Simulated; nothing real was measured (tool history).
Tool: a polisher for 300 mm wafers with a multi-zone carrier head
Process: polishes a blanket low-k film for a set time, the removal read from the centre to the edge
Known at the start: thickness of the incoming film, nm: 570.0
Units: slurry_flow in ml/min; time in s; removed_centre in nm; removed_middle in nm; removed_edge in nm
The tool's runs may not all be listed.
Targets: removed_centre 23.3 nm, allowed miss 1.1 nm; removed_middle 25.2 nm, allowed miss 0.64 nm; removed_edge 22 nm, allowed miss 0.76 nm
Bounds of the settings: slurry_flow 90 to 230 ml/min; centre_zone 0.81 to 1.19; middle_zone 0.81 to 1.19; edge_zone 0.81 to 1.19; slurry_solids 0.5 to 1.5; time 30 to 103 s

Run 1, hour 0: slurry_flow 150 ml/min, centre_zone 1, middle_zone 1, edge_zone 1, slurry_solids 1, time 66 s. Result: removed_centre 29.529 nm, removed_middle 28.614 nm, removed_edge 28.143 nm.
Run 2, hour 2.3: slurry_flow 145 ml/min, centre_zone 0.98, middle_zone 1.01, edge_zone 0.96, slurry_solids 0.9, time 66 s. Result: removed_centre 26.687 nm, removed_middle 26.967 nm, removed_edge 25.682 nm.
Run 3, hour 9.9: slurry_flow 145 ml/min, centre_zone 0.95, middle_zone 1.01, edge_zone 0.96, slurry_solids 0.9, time 66 s. Result: removed_centre 25.678 nm, removed_middle 27.512 nm, removed_edge 25.426 nm.
Run 4, hour 11: slurry_flow 145 ml/min, centre_zone 0.95, middle_zone 1.01, edge_zone 0.96, slurry_solids 0.75, time 66 s. Result: removed_centre 21.829 nm, removed_middle 23.695 nm, removed_edge 22.072 nm.
Run 5, hour 17.1: slurry_flow 145 ml/min, centre_zone 0.95, middle_zone 1.01, edge_zone 0.89, slurry_solids 0.75, time 66 s. Result: removed_centre 22.617 nm, removed_middle 23.517 nm, removed_edge 21.225 nm.
Run 6, hour 20.7: slurry_flow 145 ml/min, centre_zone 0.95, middle_zone 1.01, edge_zone 0.94, slurry_solids 0.75, time 66 s. Result: removed_centre 21.984 nm, removed_middle 23.691 nm, removed_edge 22.036 nm.
Run 7, hour 22.2: slurry_flow 150 ml/min, centre_zone 0.95, middle_zone 1.02, edge_zone 0.93, slurry_solids 0.75, time 66 s. Result: removed_centre 22.459 nm, removed_middle 24.041 nm, removed_edge 22.049 nm.
Run 8, hour 30.9: slurry_flow 155 ml/min, centre_zone 0.95, middle_zone 1.03, edge_zone 0.92, slurry_solids 0.75, time 66 s. Result: removed_centre 22.608 nm, removed_middle 24.408 nm, removed_edge 21.948 nm.

4 next moves are on the table. One of them brings every result within its allowed miss. Which?
Run A, hour 39.6: slurry_flow 125 ml/min, centre_zone 0.99, middle_zone 1.06, edge_zone 0.89, slurry_solids 0.9, time 61 s. Result: removed_centre ?, removed_middle ?, removed_edge ?.
Run B, hour 39.6: slurry_flow 145 ml/min, centre_zone 0.93, middle_zone 1.12, edge_zone 0.97, slurry_solids 0.55, time 84 s. Result: removed_centre ?, removed_middle ?, removed_edge ?.
Run C, hour 39.6: slurry_flow 170 ml/min, centre_zone 0.82, middle_zone 1.07, edge_zone 0.99, slurry_solids 0.9, time 60 s. Result: removed_centre ?, removed_middle ?, removed_edge ?.
Run D, hour 39.6: slurry_flow 180 ml/min, centre_zone 1.01, middle_zone 1.07, edge_zone 0.81, slurry_solids 0.65, time 70 s. Result: removed_centre ?, removed_middle ?, removed_edge ?.

move  removed_centre  removed_middle  removed_edge
   A          23.857          25.347        22.058
   B          20.227          23.869        20.412
   C          20.934          26.887        23.941
   D          23.213          24.116        19.515
A: meets every target
B: further off than the last run
C: takes the result that was furthest off past its target
D: further off than the last run
The right move is A.
